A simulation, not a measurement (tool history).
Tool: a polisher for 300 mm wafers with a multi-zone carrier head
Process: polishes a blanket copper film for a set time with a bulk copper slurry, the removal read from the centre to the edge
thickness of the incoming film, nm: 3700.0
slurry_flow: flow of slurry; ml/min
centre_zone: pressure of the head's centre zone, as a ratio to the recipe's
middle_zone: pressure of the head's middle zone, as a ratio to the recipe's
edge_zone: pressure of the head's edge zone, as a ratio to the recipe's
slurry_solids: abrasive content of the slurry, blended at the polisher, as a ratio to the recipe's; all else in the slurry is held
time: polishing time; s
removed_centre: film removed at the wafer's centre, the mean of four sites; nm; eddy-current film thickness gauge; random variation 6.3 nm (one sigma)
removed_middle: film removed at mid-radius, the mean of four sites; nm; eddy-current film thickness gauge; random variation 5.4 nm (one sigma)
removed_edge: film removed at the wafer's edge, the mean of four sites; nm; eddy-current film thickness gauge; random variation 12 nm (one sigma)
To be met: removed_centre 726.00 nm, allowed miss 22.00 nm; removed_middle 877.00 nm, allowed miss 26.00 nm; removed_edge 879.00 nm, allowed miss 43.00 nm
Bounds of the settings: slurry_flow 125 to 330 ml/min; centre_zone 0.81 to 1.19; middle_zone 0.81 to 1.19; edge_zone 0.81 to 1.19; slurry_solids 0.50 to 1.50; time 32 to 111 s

run 1 hour=0.0 | slurry_flow=210 centre_zone=1.00 middle_zone=1.00 edge_zone=1.00 slurry_solids=1.00 time=71 | removed_centre=824.26 removed_middle=843.76 removed_edge=820.82
run 2 hour=4.4 | slurry_flow=210 centre_zone=1.00 middle_zone=1.00 edge_zone=1.00 slurry_solids=1.00 time=80 | removed_centre=925.60 removed_middle=953.74 removed_edge=919.28
run 3 hour=5.9 | slurry_flow=205 centre_zone=0.98 middle_zone=1.00 edge_zone=1.00 slurry_solids=1.00 time=80 | removed_centre=897.51 removed_middle=955.74 removed_edge=925.90
run 4 hour=14.2 | slurry_flow=205 centre_zone=0.98 middle_zone=1.00 edge_zone=1.00 slurry_solids=1.00 time=96 | removed_centre=1069.80 removed_middle=1145.30 removed_edge=1116.70
run 5 hour=15.6 | slurry_flow=230 centre_zone=0.98 middle_zone=1.00 edge_zone=1.00 slurry_solids=1.00 time=96 | removed_centre=1094.50 removed_middle=1162.80 removed_edge=1111.40
run 6 hour=17.2 | slurry_flow=230 centre_zone=0.98 middle_zone=0.94 edge_zone=1.00 slurry_solids=1.00 time=96 | removed_centre=1091.20 removed_middle=1105.90 removed_edge=1129.20
run 7 hour=24.5 | slurry_flow=225 centre_zone=0.96 middle_zone=0.94 edge_zone=0.99 slurry_solids=0.95 time=95 | removed_centre=1042.90 removed_middle=1066.00 removed_edge=1088.50
run 8 hour=32.3 | slurry_flow=220 centre_zone=0.94 middle_zone=0.95 edge_zone=0.99 slurry_solids=0.90 time=94 | removed_centre=993.82 removed_middle=1045.30 removed_edge=1042.10
run 9 hour=35.4 | slurry_flow=210 centre_zone=0.92 middle_zone=0.95 edge_zone=1.00 slurry_solids=0.85 time=93 | removed_centre=949.01 removed_middle=1017.20 removed_edge=1004.30
run 10 hour=44.3 | slurry_flow=200 centre_zone=0.90 middle_zone=0.95 edge_zone=1.02 slurry_solids=0.85 time=92 | removed_centre=915.23 removed_middle=992.39 removed_edge=1003.90
run 11 hour=52.7 | slurry_flow=190 centre_zone=0.89 middle_zone=0.96 edge_zone=1.03 slurry_solids=0.80 time=91 | removed_centre=853.08 removed_middle=973.41 removed_edge=995.19
run 12 hour=54.3 | slurry_flow=185 centre_zone=0.88 middle_zone=0.96 edge_zone=1.02 slurry_solids=0.75 time=91 | removed_centre=833.48 removed_middle=944.61 removed_edge=960.47
run 13 hour=58.5 | slurry_flow=180 centre_zone=0.87 middle_zone=0.96 edge_zone=1.01 slurry_solids=0.75 time=91 | removed_centre=808.11 removed_middle=935.66 removed_edge=929.77
run 14 hour=64.3 | slurry_flow=175 centre_zone=0.86 middle_zone=0.96 edge_zone=1.01 slurry_solids=0.75 time=91 | removed_centre=797.17 removed_middle=930.11 removed_edge=928.36
run 15 hour=69.3 | slurry_flow=170 centre_zone=0.85 middle_zone=0.96 edge_zone=1.01 slurry_solids=0.75 time=91 | removed_centre=786.09 removed_middle=928.69 removed_edge=939.32
run 16 hour=73.5 | slurry_flow=170 centre_zone=0.85 middle_zone=0.96 edge_zone=1.01 slurry_solids=0.75 time=91 | removed_centre=770.06 removed_middle=925.66 removed_edge=943.20
run 17 hour=82.1 | slurry_flow=165 centre_zone=0.85 middle_zone=0.96 edge_zone=1.00 slurry_solids=0.75 time=91 | removed_centre=768.46 removed_middle=921.13 removed_edge=940.68
run 18 hour=88.7 | slurry_flow=150 centre_zone=0.83 middle_zone=0.94 edge_zone=0.92 slurry_solids=0.65 time=91 | removed_centre=711.75 removed_middle=852.31 removed_edge=829.54
run 19 hour=96.3 | slurry_flow=150 centre_zone=0.83 middle_zone=0.94 edge_zone=0.93 slurry_solids=0.65 time=91 | removed_centre=712.33 removed_middle=841.24 removed_edge=871.43

Which of these 5 next moves meets every target?
run A hour=103.9 | slurry_flow=125 centre_zone=0.83 middle_zone=0.91 edge_zone=0.92 slurry_solids=0.65 time=95 | removed_centre=? removed_middle=? removed_edge=?
run B hour=103.9 | slurry_flow=125 centre_zone=0.83 middle_zone=0.88 edge_zone=0.87 slurry_solids=0.75 time=91 | removed_centre=? removed_middle=? removed_edge=?
run C hour=103.9 | slurry_flow=180 centre_zone=0.83 middle_zone=0.95 edge_zone=0.97 slurry_solids=0.65 time=90 | removed_centre=? removed_middle=? removed_edge=?
run D hour=103.9 | slurry_flow=125 centre_zone=0.81 middle_zone=0.87 edge_zone=0.97 slurry_solids=0.75 time=93 | removed_centre=? removed_middle=? removed_edge=?
run E hour=103.9 | slurry_flow=175 centre_zone=0.81 middle_zone=1.00 edge_zone=0.89 slurry_solids=0.75 time=88 | removed_centre=? removed_middle=? removed_edge=?

move=A removed_centre=702.22 removed_middle=813.86 removed_edge=855.34
move=B removed_centre=705.09 removed_middle=795.01 removed_edge=842.62
move=C removed_centre=731.45 removed_middle=868.56 removed_edge=876.20
move=D removed_centre=703.02 removed_middle=804.84 removed_edge=895.50
move=E removed_centre=727.61 removed_middle=925.02 removed_edge=866.89
A: further off than the last run
B: further off than the last run
C: meets every target
D: further off than the last run
E: takes the result that was furthest off past its target
Answer: C
